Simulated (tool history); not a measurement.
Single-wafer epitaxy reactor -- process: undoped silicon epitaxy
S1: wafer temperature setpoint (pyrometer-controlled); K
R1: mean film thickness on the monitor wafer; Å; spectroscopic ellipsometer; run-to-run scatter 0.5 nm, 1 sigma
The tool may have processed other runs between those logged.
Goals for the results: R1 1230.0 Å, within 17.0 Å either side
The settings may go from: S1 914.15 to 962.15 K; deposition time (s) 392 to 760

Run 1, hour 0.0: S1 938.15 K, deposition time (s) 576. Result: R1 1361.2 Å.
Run 2, hour 4.5: S1 937.15 K, deposition time (s) 576. Result: R1 1343.6 Å.
Run 3, hour 11.8: S1 936.15 K, deposition time (s) 576. Result: R1 1315.1 Å.
Run 4, hour 18.7: S1 936.15 K, deposition time (s) 617. Result: R1 1407.4 Å.
Run 5, hour 20.1: S1 936.15 K, deposition time (s) 578. Result: R1 1318.5 Å.
Run 6, hour 24.6: S1 936.15 K, deposition time (s) 628. Result: R1 1430.7 Å.
Run 7, hour 26.6: S1 935.15 K, deposition time (s) 628. Result: R1 1407.0 Å.
Run 8, hour 28.0: S1 934.15 K, deposition time (s) 628. Result: R1 1388.3 Å.
Run 9, hour 31.8: S1 933.15 K, deposition time (s) 628. Result: R1 1356.2 Å.

Exactly one of the 4 candidate moves below puts every result within its allowed miss. Which one?
Run A, hour 35.6: S1 935.15 K, deposition time (s) 566. Result: R1 ?.
Run B, hour 35.6: S1 932.15 K, deposition time (s) 584. Result: R1 ?.
Run C, hour 35.6: S1 935.15 K, deposition time (s) 563. Result: R1 ?.
Run D, hour 35.6: S1 928.15 K, deposition time (s) 596. Result: R1 ?.

move      R1
   A  1273.0
   B  1241.7
   C  1266.2
   D  1175.2
A: an improvement on the last run, though not all results are within tolerance
B: each result inside its tolerance
C: an improvement on the last run, though not all results are within tolerance
D: takes the biggest miss from the last run beyond its target
Answer: B
